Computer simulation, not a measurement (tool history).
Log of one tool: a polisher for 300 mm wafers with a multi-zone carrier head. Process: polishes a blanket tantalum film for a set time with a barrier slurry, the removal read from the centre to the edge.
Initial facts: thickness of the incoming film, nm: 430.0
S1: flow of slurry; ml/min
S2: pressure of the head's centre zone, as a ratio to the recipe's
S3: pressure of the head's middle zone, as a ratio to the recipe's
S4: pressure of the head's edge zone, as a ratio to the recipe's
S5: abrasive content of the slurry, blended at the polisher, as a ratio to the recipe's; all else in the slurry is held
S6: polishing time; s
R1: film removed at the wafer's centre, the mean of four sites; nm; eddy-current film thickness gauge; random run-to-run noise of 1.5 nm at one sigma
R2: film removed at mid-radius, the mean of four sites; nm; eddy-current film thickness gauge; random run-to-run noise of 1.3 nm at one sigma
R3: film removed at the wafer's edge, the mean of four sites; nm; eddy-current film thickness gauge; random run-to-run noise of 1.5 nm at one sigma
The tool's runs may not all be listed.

run,hour,S1,S2,S3,S4,S5,S6,R1,R2,R3
1,0,180,1,1,1,1,74,70.862,71.278,70.819
2,8.6,190,1.03,1.03,1.02,1.15,77,79.085,79.74,75.941
3,9.8,190,1.03,1.03,1.02,1.15,68,70.431,70.456,67.731
4,11.4,195,1.05,1.04,1.04,1.25,74,80.627,80.37,75.255
5,12.1,195,1.05,0.95,1.04,1.25,74,77.649,72.483,75.509
6,17.6,195,1.05,0.95,0.97,1.25,74,80.764,72.49,73.473
7,25.8,195,1.05,0.95,0.97,1.25,74,81.462,73.239,71.048
8,30.7,200,1.07,0.98,1.01,1.3,78,87.585,82.314,79.268
9,39,205,1.09,0.99,1.04,1.35,81,94.299,85.083,85.539
10,43.7,210,1.1,1.03,1.06,1.4,83,96.141,91.581,86.469
11,49,210,1.11,1.04,1.07,1.45,86,104.67,98.431,90.648
12,52.6,215,1.11,1.05,1.09,1.45,88,106.42,99.329,94.561
13,58.5,215,1.11,1.06,1.1,1.45,89,108.06,100.87,97.579
14,59.9,215,1.11,1.07,1.1,1.45,90,108.35,103.14,95.544
15,62,215,1.11,1.07,1.1,1.45,90,109.1,103.04,97.202

Expected results for the next run?
16,64.5,215,1.11,1.08,1.1,1.45,91,?,?,?

Run 16 measured R1 108.58 nm, R2 103.7 nm, R3 98.788 nm.
